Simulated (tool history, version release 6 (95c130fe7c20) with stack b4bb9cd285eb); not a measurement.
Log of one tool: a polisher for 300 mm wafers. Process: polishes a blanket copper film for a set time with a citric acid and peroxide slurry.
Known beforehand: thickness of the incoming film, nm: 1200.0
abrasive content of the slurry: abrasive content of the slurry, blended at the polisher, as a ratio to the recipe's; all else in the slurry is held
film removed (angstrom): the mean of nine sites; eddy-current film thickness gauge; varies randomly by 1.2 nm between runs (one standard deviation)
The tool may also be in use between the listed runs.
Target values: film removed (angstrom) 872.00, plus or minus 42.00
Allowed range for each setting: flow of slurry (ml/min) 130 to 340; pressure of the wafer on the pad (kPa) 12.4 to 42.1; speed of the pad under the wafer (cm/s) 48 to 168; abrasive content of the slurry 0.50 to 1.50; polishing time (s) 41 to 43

| run | day | flow of slurry (ml/min) | pressure of the wafer on the pad (kPa) | speed of the pad under the wafer (cm/s) | abrasive content of the slurry | polishing time (s) | film removed (angstrom) |
|---|---|---|---|---|---|---|---|
| 1 | 0.000 | 220 | 26.9 | 108 | 1.00 | 41 | 1243.40 |
| 2 | 0.279 | 270 | 26.9 | 108 | 1.00 | 41 | 1328.70 |
| 3 | 0.483 | 270 | 26.9 | 108 | 1.00 | 41 | 1337.50 |
| 4 | 0.829 | 260 | 24.8 | 108 | 1.00 | 41 | 1253.10 |
|  | 1.150 | slurry nozzle cleaned |
| 5 | 1.150 | 260 | 20.7 | 108 | 1.00 | 41 | 1157.40 |
| 6 | 1.371 | 260 | 23.4 | 108 | 1.00 | 41 | 1220.70 |
| 7 | 1.483 | 250 | 20.7 | 106 | 1.00 | 41 | 1127.70 |
| 8 | 1.638 | 245 | 18.6 | 104 | 1.00 | 41 | 1040.60 |
| 9 | 1.904 | 240 | 17.2 | 104 | 1.00 | 41 | 970.90 |
| 10 | 2.267 | 235 | 16.5 | 104 | 1.00 | 41 | 941.36 |
| 11 | 2.629 | 230 | 16.5 | 104 | 1.00 | 41 | 939.91 |

Next run, 4 choices. One meets every target within its allowed miss, the rest don't. Which?
| A | 2.992 | 270 | 13.1 | 116 | 1.25 | 42 | ? |
| B | 2.992 | 230 | 15.9 | 108 | 1.00 | 42 | ? |
| C | 2.992 | 230 | 15.2 | 102 | 1.05 | 41 | ? |
| D | 2.992 | 225 | 16.5 | 112 | 1.00 | 41 | ? |

| move | film removed (angstrom) |
|---|---|
| A | 964.25 |
| B | 940.81 |
| C | 865.13 |
| D | 970.02 |
A: lands further from the targets than the last run did
B: as far off as the last run
C: every result lands within tolerance
D: lands further from the targets than the last run did
Move C is the one to make.
